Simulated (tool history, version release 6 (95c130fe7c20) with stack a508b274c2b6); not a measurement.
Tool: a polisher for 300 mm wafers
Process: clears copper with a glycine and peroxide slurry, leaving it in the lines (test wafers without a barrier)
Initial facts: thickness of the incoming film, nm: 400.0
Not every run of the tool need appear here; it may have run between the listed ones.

run    day  flow of slurry (ml/min)  pressure of the wafer on the pad (psi)  speed of the pad under the wafer (m/s)  overpolish time after the end point (s)  time until the end point was called (s)  dishing of a wide line in a test structure (Å)
  1      0                      205                                     2.8                                    1.02                                       19                                   63.979                                          670.48
  2  0.325                      205                                     2.8                                    1.22                                       19                                   55.082                                          728.42
  3  0.379                      205                                     2.4                                    1.16                                       21                                   63.343                                          707.27
  4  0.592                      205                                     2.1                                     1.1                                       23                                   72.409                                          685.08
  5  0.862                      205                                     2.1                                     1.1                                       30                                     72.9                                           802.7
  6   0.95                      205                                     1.9                                    1.06                                       30                                   81.172                                          740.99
  7  1.008                      205                                     1.9                                    1.06                                       30                                   79.781                                          776.55
  8  1.038                      205                                     1.8                                    1.04                                       30                                   85.214                                          713.15
  9  1.112                      205                                     1.7                                    1.02                                       31                                   88.237                                          714.15
 10  1.479                      200                                     1.3                                    0.94                                       32                                   113.28                                          601.29
 11  1.625                      200                                     1.3                                    0.94                                       32                                   111.51                                          627.68
 12  1.962                      205                                     1.6                                    0.94                                       31                                   99.572                                          671.07

Expected results for the next run?
 13  2.229                      200                                     1.6                                    0.94                                       31                                        ?                                               ?

time until the end point was called (s): 98.262
dishing of a wide line in a test structure (Å): 650.97
